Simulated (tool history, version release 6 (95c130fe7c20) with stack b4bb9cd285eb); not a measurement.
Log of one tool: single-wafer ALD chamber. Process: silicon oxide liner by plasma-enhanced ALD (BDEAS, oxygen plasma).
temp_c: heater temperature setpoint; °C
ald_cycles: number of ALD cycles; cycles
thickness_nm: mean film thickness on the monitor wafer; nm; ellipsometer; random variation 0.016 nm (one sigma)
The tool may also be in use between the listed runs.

| run | hour | temp_c | ald_cycles | thickness_nm |
|---|---|---|---|---|
| 1 | 0 | 320 | 81 | 7.558 |
| 2 | 2.3 | 320 | 91 | 8.5105 |
| 3 | 9.7 | 322 | 86 | 7.996 |
| 4 | 13.4 | 324 | 82 | 7.6074 |
| 5 | 18.9 | 325 | 79 | 7.3046 |
| 6 | 22.4 | 327 | 77 | 7.1145 |
| 7 | 25.7 | 329 | 76 | 7.0187 |

The next listed run, before its measurement:
| 8 | 34.3 | 330 | 75 | ? |

Run 8 gave thickness_nm 6.9173 nm.

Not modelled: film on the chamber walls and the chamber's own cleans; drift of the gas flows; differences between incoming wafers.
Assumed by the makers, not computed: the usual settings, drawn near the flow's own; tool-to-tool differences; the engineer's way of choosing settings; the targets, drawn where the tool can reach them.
